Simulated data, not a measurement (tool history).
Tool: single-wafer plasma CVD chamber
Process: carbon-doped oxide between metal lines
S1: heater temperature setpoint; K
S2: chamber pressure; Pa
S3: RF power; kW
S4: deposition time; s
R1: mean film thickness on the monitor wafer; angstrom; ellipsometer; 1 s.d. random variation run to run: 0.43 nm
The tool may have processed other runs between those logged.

| run | hour | S1 | S2 | S3 | S4 | R1 |
|---|---|---|---|---|---|---|
| 1 | 0.0 | 603.15 | 512 | 0.530 | 20.7 | 1139.4 |
| 2 | 8.8 | 603.15 | 512 | 0.560 | 20.7 | 1187.4 |
| 3 | 16.7 | 603.15 | 512 | 0.560 | 20.7 | 1176.3 |
| 4 | 25.1 | 604.15 | 503 | 0.555 | 20.7 | 1165.4 |
| 5 | 31.1 | 597.15 | 503 | 0.555 | 20.7 | 1204.1 |
| 6 | 39.3 | 589.15 | 503 | 0.555 | 20.7 | 1227.7 |
| 7 | 41.6 | 591.15 | 489 | 0.545 | 20.7 | 1210.7 |

For run 8, what comes out?
| 8 | 47.7 | 593.15 | 483 | 0.535 | 20.7 | ? |

{"run 8": {"R1": 1185.2}}
